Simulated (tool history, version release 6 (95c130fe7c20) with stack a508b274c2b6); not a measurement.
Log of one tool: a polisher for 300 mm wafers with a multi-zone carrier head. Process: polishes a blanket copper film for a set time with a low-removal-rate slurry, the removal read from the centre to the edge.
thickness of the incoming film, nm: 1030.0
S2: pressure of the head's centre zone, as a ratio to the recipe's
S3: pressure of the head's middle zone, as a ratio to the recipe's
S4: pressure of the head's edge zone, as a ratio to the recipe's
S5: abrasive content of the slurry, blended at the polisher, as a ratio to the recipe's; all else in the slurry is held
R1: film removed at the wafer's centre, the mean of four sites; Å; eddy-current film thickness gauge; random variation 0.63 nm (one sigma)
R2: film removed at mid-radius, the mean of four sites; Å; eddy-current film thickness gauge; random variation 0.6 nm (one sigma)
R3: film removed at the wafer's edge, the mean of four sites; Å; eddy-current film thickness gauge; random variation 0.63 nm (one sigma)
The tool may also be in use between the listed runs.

{"run": 1, "hour": 0.0, "flow of slurry (ml/min)": 285, "S2": 1.0, "S3": 1.0, "S4": 1.0, "S5": 1.0, "polishing time (s)": 41, "R1": 1093.9, "R2": 1063.3, "R3": 1078.3}
{"run": 2, "hour": 7.5, "flow of slurry (ml/min)": 285, "S2": 1.0, "S3": 1.0, "S4": 0.99, "S5": 0.95, "polishing time (s)": 39, "R1": 1032.7, "R2": 1001.6, "R3": 996.25}
{"run": 3, "hour": 13.5, "flow of slurry (ml/min)": 285, "S2": 1.0, "S3": 1.0, "S4": 0.99, "S5": 0.95, "polishing time (s)": 33, "R1": 867.13, "R2": 841.11, "R3": 858.26}
{"run": 4, "hour": 18.4, "flow of slurry (ml/min)": 285, "S2": 1.0, "S3": 1.0, "S4": 0.99, "S5": 0.8, "polishing time (s)": 33, "R1": 831.35, "R2": 818.79, "R3": 816.17}
{"run": 5, "hour": 19.3, "flow of slurry (ml/min)": 285, "S2": 1.0, "S3": 0.99, "S4": 0.98, "S5": 0.75, "polishing time (s)": 32, "R1": 789.27, "R2": 781.15, "R3": 769.74}
{"run": 6, "hour": 22.6, "flow of slurry (ml/min)": 285, "S2": 0.95, "S3": 0.99, "S4": 0.98, "S5": 0.75, "polishing time (s)": 32, "R1": 758.85, "R2": 767.5, "R3": 789.85}

Forecast run 7:
{"run": 7, "hour": 25.3, "flow of slurry (ml/min)": 285, "S2": 0.95, "S3": 0.99, "S4": 0.97, "S5": 0.7, "polishing time (s)": 31, "R1": "?", "R2": "?", "R3": "?"}

{"run 7": {"R1": 715.7, "R2": 736.72, "R3": 751.39}}
